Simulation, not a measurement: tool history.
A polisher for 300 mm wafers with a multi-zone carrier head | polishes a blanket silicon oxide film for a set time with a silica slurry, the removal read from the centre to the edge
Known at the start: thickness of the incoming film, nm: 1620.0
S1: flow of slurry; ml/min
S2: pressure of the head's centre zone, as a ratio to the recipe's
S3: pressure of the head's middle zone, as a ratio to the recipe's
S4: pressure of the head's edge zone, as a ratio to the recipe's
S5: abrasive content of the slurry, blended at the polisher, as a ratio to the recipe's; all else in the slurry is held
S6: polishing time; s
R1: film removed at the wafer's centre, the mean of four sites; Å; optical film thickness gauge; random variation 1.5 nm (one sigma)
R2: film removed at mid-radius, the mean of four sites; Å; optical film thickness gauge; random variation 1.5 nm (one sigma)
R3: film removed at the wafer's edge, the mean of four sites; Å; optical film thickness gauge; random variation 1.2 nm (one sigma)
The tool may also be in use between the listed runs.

Run 1, hour 0.0: S1 130 ml/min, S2 1.00, S3 1.00, S4 1.00, S5 1.00, S6 54 s. Result: R1 2387.9 Å, R2 2236.8 Å, R3 2242.7 Å.
Run 2, hour 3.1: S1 130 ml/min, S2 0.96, S3 1.00, S4 1.00, S5 1.00, S6 54 s. Result: R1 2236.2 Å, R2 2246.8 Å, R3 2269.4 Å.
Run 3, hour 7.0: S1 125 ml/min, S2 0.96, S3 0.97, S4 0.97, S5 0.85, S6 49 s. Result: R1 1804.8 Å, R2 1797.7 Å, R3 1826.8 Å.
Run 4, hour 12.1: S1 125 ml/min, S2 0.96, S3 0.97, S4 0.97, S5 1.00, S6 49 s. Result: R1 2058.2 Å, R2 1943.1 Å, R3 1996.4 Å.
Run 5, hour 17.3: S1 125 ml/min, S2 0.96, S3 0.93, S4 0.97, S5 1.00, S6 49 s. Result: R1 2032.7 Å, R2 1926.5 Å, R3 2011.0 Å.
Run 6, hour 25.8: S1 120 ml/min, S2 0.97, S3 0.91, S4 0.94, S5 0.85, S6 48 s. Result: R1 1822.0 Å, R2 1631.5 Å, R3 1719.7 Å.
Run 7, hour 27.0: S1 110 ml/min, S2 0.95, S3 0.90, S4 0.91, S5 0.75, S6 48 s. Result: R1 1623.0 Å, R2 1469.1 Å, R3 1563.4 Å.
At hour 34.7: centre zone pressure recalibrated.
Run 8, hour 34.7: S1 105 ml/min, S2 0.93, S3 0.90, S4 0.88, S5 0.70, S6 48 s. Result: R1 1324.3 Å, R2 1397.1 Å, R3 1468.7 Å.
Run 9, hour 43.4: S1 125 ml/min, S2 1.03, S3 0.85, S4 0.81, S5 0.55, S6 44 s. Result: R1 1210.9 Å, R2 1043.5 Å, R3 1099.2 Å.

The next listed run, before its measurement:
Run 10, hour 44.9: S1 135 ml/min, S2 1.01, S3 0.86, S4 0.84, S5 0.55, S6 44 s. Result: R1 ?, R2 ?, R3 ?.

Run 10 gave R1 1158.6 Å, R2 1045.7 Å, R3 1112.7 Å.
